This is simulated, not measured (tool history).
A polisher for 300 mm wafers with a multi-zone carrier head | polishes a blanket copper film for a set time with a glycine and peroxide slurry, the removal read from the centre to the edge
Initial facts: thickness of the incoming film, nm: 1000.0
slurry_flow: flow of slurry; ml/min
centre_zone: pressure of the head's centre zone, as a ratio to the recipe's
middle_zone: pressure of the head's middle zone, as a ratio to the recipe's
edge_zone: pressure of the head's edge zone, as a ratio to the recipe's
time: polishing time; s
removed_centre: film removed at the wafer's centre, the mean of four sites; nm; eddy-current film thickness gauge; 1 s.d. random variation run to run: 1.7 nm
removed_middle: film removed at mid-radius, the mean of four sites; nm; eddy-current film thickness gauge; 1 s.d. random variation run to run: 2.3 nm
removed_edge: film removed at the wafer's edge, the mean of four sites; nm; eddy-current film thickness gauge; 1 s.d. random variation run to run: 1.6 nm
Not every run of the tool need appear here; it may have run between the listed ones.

| run | day | slurry_flow | centre_zone | middle_zone | edge_zone | time | removed_centre | removed_middle | removed_edge |
|---|---|---|---|---|---|---|---|---|---|
| 1 | 0 | 160 | 1 | 1 | 1 | 36 | 188.01 | 193.46 | 188 |
| 2 | 0.1 | 160 | 1 | 1.07 | 1 | 36 | 185.88 | 198.17 | 181.18 |
| 3 | 0.171 | 160 | 1 | 1.07 | 1.08 | 36 | 188.95 | 196.44 | 190.9 |
| 4 | 0.238 | 155 | 0.99 | 1.07 | 1.06 | 35 | 176.49 | 191.01 | 181.04 |
| 5 | 0.496 | 155 | 0.99 | 1.07 | 1.06 | 41 | 211.7 | 228.02 | 217.25 |
| 6 | 0.558 | 150 | 0.98 | 1.07 | 1.04 | 39 | 194.98 | 211.02 | 202.15 |

For run 7, what comes out?
| 7 | 0.608 | 145 | 0.98 | 1.07 | 1.02 | 37 | ? | ? | ? |

{"run 7": {"removed_centre": 184.63, "removed_middle": 201.88, "removed_edge": 190.95}}
